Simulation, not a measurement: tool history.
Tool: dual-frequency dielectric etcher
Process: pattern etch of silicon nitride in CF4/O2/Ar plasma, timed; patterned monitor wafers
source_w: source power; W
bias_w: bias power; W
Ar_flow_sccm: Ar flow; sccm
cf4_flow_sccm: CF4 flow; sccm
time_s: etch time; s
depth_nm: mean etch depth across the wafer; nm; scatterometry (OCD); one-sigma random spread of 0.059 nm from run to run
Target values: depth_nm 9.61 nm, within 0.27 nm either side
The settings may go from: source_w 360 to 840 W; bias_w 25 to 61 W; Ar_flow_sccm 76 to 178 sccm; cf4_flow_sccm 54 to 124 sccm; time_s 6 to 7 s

{"run": 1, "hour": 0.0, "source_w": 600, "bias_w": 43, "Ar_flow_sccm": 127, "cf4_flow_sccm": 89, "time_s": 7, "depth_nm": 14.391}
{"run": 2, "hour": 5.5, "source_w": 600, "bias_w": 43, "Ar_flow_sccm": 111, "cf4_flow_sccm": 89, "time_s": 7, "depth_nm": 14.931}
{"run": 3, "hour": 6.6, "source_w": 570, "bias_w": 42, "Ar_flow_sccm": 113, "cf4_flow_sccm": 89, "time_s": 7, "depth_nm": 13.865}
{"run": 4, "hour": 13.6, "source_w": 570, "bias_w": 42, "Ar_flow_sccm": 113, "cf4_flow_sccm": 89, "time_s": 6, "depth_nm": 11.927}
{"run": 5, "hour": 18.9, "source_w": 570, "bias_w": 42, "Ar_flow_sccm": 113, "cf4_flow_sccm": 89, "time_s": 6, "depth_nm": 11.878}
{"run": 6, "hour": 23.6, "source_w": 550, "bias_w": 42, "Ar_flow_sccm": 113, "cf4_flow_sccm": 89, "time_s": 6, "depth_nm": 11.412}
{"run": 7, "hour": 30.3, "source_w": 540, "bias_w": 42, "Ar_flow_sccm": 113, "cf4_flow_sccm": 89, "time_s": 6, "depth_nm": 11.243}
{"run": 8, "hour": 33.1, "source_w": 530, "bias_w": 42, "Ar_flow_sccm": 113, "cf4_flow_sccm": 89, "time_s": 6, "depth_nm": 10.982}
{"run": 9, "hour": 40.1, "source_w": 520, "bias_w": 42, "Ar_flow_sccm": 113, "cf4_flow_sccm": 89, "time_s": 6, "depth_nm": 10.786}
{"run": 10, "hour": 43.4, "source_w": 430, "bias_w": 41, "Ar_flow_sccm": 114, "cf4_flow_sccm": 89, "time_s": 6, "depth_nm": 8.695}

Consider the 4 candidate settings below. Which is the only one whose results all fall within their allowed miss of target?
{"run": "A", "hour": 46.7, "source_w": 470, "bias_w": 33, "Ar_flow_sccm": 107, "cf4_flow_sccm": 96, "time_s": 6, "depth_nm": "?"}
{"run": "B", "hour": 46.7, "source_w": 410, "bias_w": 44, "Ar_flow_sccm": 104, "cf4_flow_sccm": 106, "time_s": 7, "depth_nm": "?"}
{"run": "C", "hour": 46.7, "source_w": 480, "bias_w": 39, "Ar_flow_sccm": 143, "cf4_flow_sccm": 72, "time_s": 6.5, "depth_nm": "?"}
{"run": "D", "hour": 46.7, "source_w": 420, "bias_w": 42, "Ar_flow_sccm": 108, "cf4_flow_sccm": 74, "time_s": 6.5, "depth_nm": "?"}

move=A depth_nm=8.93
move=B depth_nm=10.144
move=C depth_nm=9.6069
move=D depth_nm=9.0626
A: closer than the last run, but not yet in spec
B: moves the result that the last run missed by most past its target, out the other side
C: each result inside its tolerance
D: closer than the last run, but not yet in spec
Move C is the one to make.
